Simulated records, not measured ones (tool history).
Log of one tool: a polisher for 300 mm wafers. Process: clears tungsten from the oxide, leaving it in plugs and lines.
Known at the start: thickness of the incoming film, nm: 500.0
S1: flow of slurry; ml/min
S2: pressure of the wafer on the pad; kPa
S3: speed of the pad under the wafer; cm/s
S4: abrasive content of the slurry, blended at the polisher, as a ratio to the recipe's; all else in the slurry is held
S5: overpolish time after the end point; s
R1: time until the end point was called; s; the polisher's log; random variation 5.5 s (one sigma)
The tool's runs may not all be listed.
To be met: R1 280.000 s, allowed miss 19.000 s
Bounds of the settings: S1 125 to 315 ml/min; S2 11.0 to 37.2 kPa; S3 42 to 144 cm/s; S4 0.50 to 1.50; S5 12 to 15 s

run,day,S1,S2,S3,S4,S5,R1
1,0.000,205,24.1,92,1.00,15,121.790
2,0.321,205,29.0,92,1.00,15,95.763
3,0.542,185,29.0,92,1.00,15,102.530
4,0.688,180,26.2,90,1.00,15,109.880
5,0.858,180,26.2,82,1.00,15,118.100
6,0.946,150,26.2,82,1.00,15,123.700
7,1.188,135,19.3,58,0.95,15,228.060
8,1.279,135,18.6,58,0.95,15,242.310

5 next moves are on the table. One of them brings every result within its allowed miss. Which?
A,1.371,145,15.9,58,0.95,15,?
B,1.371,160,14.5,52,0.90,15,?
C,1.371,135,18.6,66,0.95,15,?
D,1.371,150,22.8,52,0.75,12,?
E,1.371,125,16.5,42,0.95,15,?

move,R1
A,281.940
B,334.400
C,221.830
D,235.430
E,356.700
A: meets every target
B: takes the result that was furthest off past its target
C: further off than the last run
D: further off than the last run
E: takes the result that was furthest off past its target
Answer: A
